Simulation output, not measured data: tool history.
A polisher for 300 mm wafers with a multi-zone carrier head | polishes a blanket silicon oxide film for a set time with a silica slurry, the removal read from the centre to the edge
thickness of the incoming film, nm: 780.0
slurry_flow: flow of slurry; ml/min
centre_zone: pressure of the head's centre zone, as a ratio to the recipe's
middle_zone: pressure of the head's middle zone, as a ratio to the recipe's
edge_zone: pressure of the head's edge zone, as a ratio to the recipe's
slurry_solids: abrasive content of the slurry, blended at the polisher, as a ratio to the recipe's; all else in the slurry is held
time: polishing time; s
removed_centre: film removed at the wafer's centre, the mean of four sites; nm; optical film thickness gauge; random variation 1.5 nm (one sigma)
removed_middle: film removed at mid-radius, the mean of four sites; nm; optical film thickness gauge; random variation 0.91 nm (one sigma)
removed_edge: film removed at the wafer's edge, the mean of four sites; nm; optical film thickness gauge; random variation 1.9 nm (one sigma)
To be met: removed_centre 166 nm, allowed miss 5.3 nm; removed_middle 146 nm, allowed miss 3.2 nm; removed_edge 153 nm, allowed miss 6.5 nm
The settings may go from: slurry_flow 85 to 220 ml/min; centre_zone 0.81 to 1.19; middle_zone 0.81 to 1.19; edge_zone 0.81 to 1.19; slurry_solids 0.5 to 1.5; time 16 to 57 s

run,hour,slurry_flow,centre_zone,middle_zone,edge_zone,slurry_solids,time,removed_centre,removed_middle,removed_edge
1,0,140,1,1,1,1,36,163.49,161.24,168.17
2,1,160,1,1,1,1,36,170.64,165.35,169.82
3,4.2,160,1.03,1,1,1,36,174.8,165.35,170.77
4,5.6,145,1.05,0.98,0.96,1,36,174.07,159.06,159.3
5,10.1,145,1.05,0.98,0.96,1.15,36,186.55,173.21,175.77
6,10.9,130,1.05,0.95,0.94,1.15,36,182.55,165.81,174.29
7,15.2,120,1.05,0.93,0.91,1.1,36,173.85,155.61,164.22
8,20.4,85,1.06,0.92,0.85,1.1,36,152.11,136.25,145.04

5 next moves are on the table. One of them brings every result within its allowed miss. Which?
A,25.6,90,1.06,0.98,0.82,1.15,36,?,?,?
B,25.6,85,0.96,0.82,0.9,1.1,38,?,?,?
C,25.6,90,1.06,0.91,0.81,1.35,34,?,?,?
D,25.6,115,1.17,0.82,0.83,1.2,31,?,?,?
E,25.6,85,0.99,0.99,0.95,1.1,33,?,?,?

move,removed_centre,removed_middle,removed_edge
A,161.7,151.97,150.58
B,147.95,132.07,159.71
C,165.17,145.98,153.22
D,171.01,125.08,141.06
E,132.32,134.07,141.9
A: takes the result that was furthest off past its target
B: further off than the last run
C: meets every target
D: further off than the last run
E: further off than the last run
Move C is the one to make.
